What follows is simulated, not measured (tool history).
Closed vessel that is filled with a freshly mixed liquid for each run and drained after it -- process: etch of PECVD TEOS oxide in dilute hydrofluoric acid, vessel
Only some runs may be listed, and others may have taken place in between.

| run | hour | temperature setpoint of the liquid (°C) | parts of water to one part of 49 % hydrofluoric acid (parts by volume) | time in the liquid (s) | thickness taken off the PECVD TEOS oxide on a monitor wafer (angstrom) |
|---|---|---|---|---|---|
| 1 | 0 | 22 | 185 | 765 | 338.79 |
| 2 | 9.2 | 20 | 185 | 765 | 311.65 |
| 3 | 13.2 | 21.5 | 185 | 765 | 334.72 |
| 4 | 15.8 | 21.5 | 185 | 605 | 260.08 |
| 5 | 20 | 23 | 185 | 605 | 279.36 |
| 6 | 21.3 | 26 | 185 | 605 | 314.99 |
| 7 | 23.7 | 26.5 | 165 | 605 | 365.13 |
| 8 | 31 | 27 | 150 | 605 | 418.2 |
| 9 | 36.1 | 27.5 | 140 | 605 | 451.85 |

Expected results for the next run?
| 10 | 44.3 | 28 | 130 | 605 | ? |

thickness taken off the PECVD TEOS oxide on a monitor wafer (angstrom): 500.46
